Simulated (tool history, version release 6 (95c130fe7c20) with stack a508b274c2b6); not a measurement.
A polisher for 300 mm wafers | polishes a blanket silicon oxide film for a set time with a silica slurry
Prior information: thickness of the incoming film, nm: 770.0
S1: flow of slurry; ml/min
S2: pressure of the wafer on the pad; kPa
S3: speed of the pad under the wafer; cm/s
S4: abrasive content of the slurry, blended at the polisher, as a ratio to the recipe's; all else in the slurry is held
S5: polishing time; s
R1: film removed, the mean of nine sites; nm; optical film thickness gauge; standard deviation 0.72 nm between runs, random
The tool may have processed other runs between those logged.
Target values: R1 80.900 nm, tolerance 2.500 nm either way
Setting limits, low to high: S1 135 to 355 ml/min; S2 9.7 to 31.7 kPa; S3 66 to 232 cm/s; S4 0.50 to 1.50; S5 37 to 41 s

Run 1, hour 0.0: S1 225 ml/min, S2 20.7 kPa, S3 148 cm/s, S4 1.00, S5 41 s. Result: R1 93.481 nm.
Run 2, hour 4.2: S1 225 ml/min, S2 20.7 kPa, S3 148 cm/s, S4 1.15, S5 41 s. Result: R1 96.935 nm.
Run 3, hour 9.5: S1 225 ml/min, S2 18.6 kPa, S3 148 cm/s, S4 1.15, S5 41 s. Result: R1 86.983 nm.
Run 4, hour 14.5: S1 225 ml/min, S2 18.6 kPa, S3 148 cm/s, S4 1.35, S5 41 s. Result: R1 91.372 nm.
Run 5, hour 16.3: S1 225 ml/min, S2 18.6 kPa, S3 148 cm/s, S4 1.50, S5 41 s. Result: R1 94.275 nm.
At hour 21.2: worn pad replaced by a new one.
Run 6, hour 21.2: S1 225 ml/min, S2 17.9 kPa, S3 148 cm/s, S4 1.50, S5 41 s. Result: R1 103.200 nm.
Run 7, hour 23.8: S1 225 ml/min, S2 16.5 kPa, S3 148 cm/s, S4 1.50, S5 41 s. Result: R1 93.545 nm.
Run 8, hour 24.7: S1 225 ml/min, S2 15.9 kPa, S3 148 cm/s, S4 1.50, S5 41 s. Result: R1 91.263 nm.

Which of these 4 next moves meets every target?
Run A, hour 25.6: S1 340 ml/min, S2 20.7 kPa, S3 122 cm/s, S4 1.50, S5 38 s. Result: R1 ?.
Run B, hour 25.6: S1 205 ml/min, S2 16.5 kPa, S3 176 cm/s, S4 1.45, S5 41 s. Result: R1 ?.
Run C, hour 25.6: S1 225 ml/min, S2 17.9 kPa, S3 166 cm/s, S4 1.40, S5 41 s. Result: R1 ?.
Run D, hour 25.6: S1 225 ml/min, S2 13.8 kPa, S3 154 cm/s, S4 1.50, S5 41 s. Result: R1 ?.

move       R1
   A   96.708
   B  106.530
   C  109.670
   D   82.025
A: the biggest miss grows against the last run
B: the biggest miss grows against the last run
C: the biggest miss grows against the last run
D: hits every target within its allowed miss
D is the move that brings every result within its allowed miss.
